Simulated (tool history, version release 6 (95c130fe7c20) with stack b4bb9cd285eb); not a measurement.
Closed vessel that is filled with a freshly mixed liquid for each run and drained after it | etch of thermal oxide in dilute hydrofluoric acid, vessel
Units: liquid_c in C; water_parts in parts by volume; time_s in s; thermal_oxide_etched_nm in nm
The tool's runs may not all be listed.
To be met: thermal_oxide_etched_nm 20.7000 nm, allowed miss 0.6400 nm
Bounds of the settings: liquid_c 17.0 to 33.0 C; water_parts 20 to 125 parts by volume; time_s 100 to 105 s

| run | hour | liquid_c | water_parts | time_s | thermal_oxide_etched_nm |
|---|---|---|---|---|---|
| 1 | 0.0 | 25.0 | 70 | 100 | 7.4494 |
| 2 | 6.6 | 25.0 | 50 | 100 | 10.7660 |
| 3 | 8.7 | 25.0 | 50 | 100 | 10.4890 |
| 4 | 12.2 | 22.5 | 50 | 100 | 9.6305 |
| 5 | 20.2 | 22.5 | 70 | 100 | 6.6371 |
| 6 | 22.7 | 23.5 | 65 | 100 | 7.6152 |
| 7 | 23.7 | 24.5 | 60 | 100 | 8.5190 |
| 8 | 27.6 | 25.5 | 55 | 100 | 9.8048 |
| 9 | 34.5 | 26.5 | 50 | 100 | 11.2150 |
| 10 | 39.9 | 27.5 | 45 | 100 | 13.0060 |
| 11 | 46.3 | 28.0 | 45 | 100 | 13.5400 |
| 12 | 52.6 | 28.5 | 45 | 100 | 13.8180 |
| 13 | 53.9 | 29.0 | 45 | 100 | 14.1470 |
| 14 | 61.7 | 33.0 | 30 | 100 | 25.1070 |
| 15 | 65.4 | 32.5 | 30 | 100 | 24.5540 |

Which of these 4 next moves meets every target?
| A | 69.1 | 29.5 | 30 | 100 | ? |
| B | 69.1 | 30.5 | 35 | 100 | ? |
| C | 69.1 | 31.5 | 25 | 100 | ? |
| D | 69.1 | 32.5 | 35 | 100 | ? |

| move | thermal_oxide_etched_nm |
|---|---|
| A | 21.7870 |
| B | 19.2820 |
| C | 28.5500 |
| D | 20.8620 |
A: nearer than the last run, and not there yet
B: takes the result that was furthest off past its target
C: further off than the last run
D: meets every target
Answer: D
